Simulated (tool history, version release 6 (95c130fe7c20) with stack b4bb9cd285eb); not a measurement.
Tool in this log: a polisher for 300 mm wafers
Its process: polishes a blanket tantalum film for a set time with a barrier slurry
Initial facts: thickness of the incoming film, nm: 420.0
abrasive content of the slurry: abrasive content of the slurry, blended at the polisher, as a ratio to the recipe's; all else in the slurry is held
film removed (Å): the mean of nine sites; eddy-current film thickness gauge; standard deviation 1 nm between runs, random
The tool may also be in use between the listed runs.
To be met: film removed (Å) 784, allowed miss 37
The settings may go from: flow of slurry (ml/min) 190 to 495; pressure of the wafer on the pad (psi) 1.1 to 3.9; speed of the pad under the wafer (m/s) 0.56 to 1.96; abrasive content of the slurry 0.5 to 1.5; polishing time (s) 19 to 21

| run | hour | flow of slurry (ml/min) | pressure of the wafer on the pad (psi) | speed of the pad under the wafer (m/s) | abrasive content of the slurry | polishing time (s) | film removed (Å) |
|---|---|---|---|---|---|---|---|
| 1 | 0 | 320 | 2.5 | 1.26 | 1 | 21 | 506.63 |
| 2 | 2.8 | 320 | 2.5 | 1.26 | 1 | 19 | 466.46 |
| 3 | 11.3 | 245 | 2.5 | 1.26 | 1 | 19 | 460.82 |
| 4 | 19 | 245 | 2.7 | 1.26 | 1 | 19 | 501.24 |
| 5 | 21.3 | 245 | 2.9 | 1.26 | 1 | 19 | 532.81 |
| 6 | 22.6 | 245 | 3.1 | 1.28 | 1 | 19 | 575.58 |
| 7 | 29.8 | 245 | 3.2 | 1.3 | 1 | 19 | 602.3 |
| 8 | 32.7 | 245 | 3.3 | 1.32 | 1 | 19 | 624.12 |
| 9 | 40.7 | 245 | 3.4 | 1.34 | 1 | 19 | 656.11 |
| 10 | 46.1 | 245 | 3.5 | 1.34 | 1 | 19 | 666.5 |
| 11 | 50.7 | 245 | 3.6 | 1.36 | 1 | 19 | 698.3 |
| 12 | 57.6 | 245 | 3.7 | 1.36 | 1 | 19 | 720.96 |

Consider the 5 candidate settings below. Which is the only one whose results all fall within their allowed miss of target?
| A | 64.5 | 250 | 3.6 | 1.48 | 1.2 | 21 | ? |
| B | 64.5 | 245 | 3.8 | 1.52 | 1 | 20 | ? |
| C | 64.5 | 285 | 3.4 | 1.26 | 1 | 19 | ? |
| D | 64.5 | 190 | 3.9 | 1.4 | 1.1 | 19 | ? |
| E | 64.5 | 255 | 3 | 1.62 | 1 | 19 | ? |

| move | film removed (Å) |
|---|---|
| A | 910.69 |
| B | 875.03 |
| C | 628.69 |
| D | 800.64 |
| E | 705.41 |
A: moves the result that the last run missed by most past its target, out the other side
B: moves the result that the last run missed by most past its target, out the other side
C: misses by more than the last run did
D: hits every target within its allowed miss
E: misses by more than the last run did
D is the move that brings every result within its allowed miss.
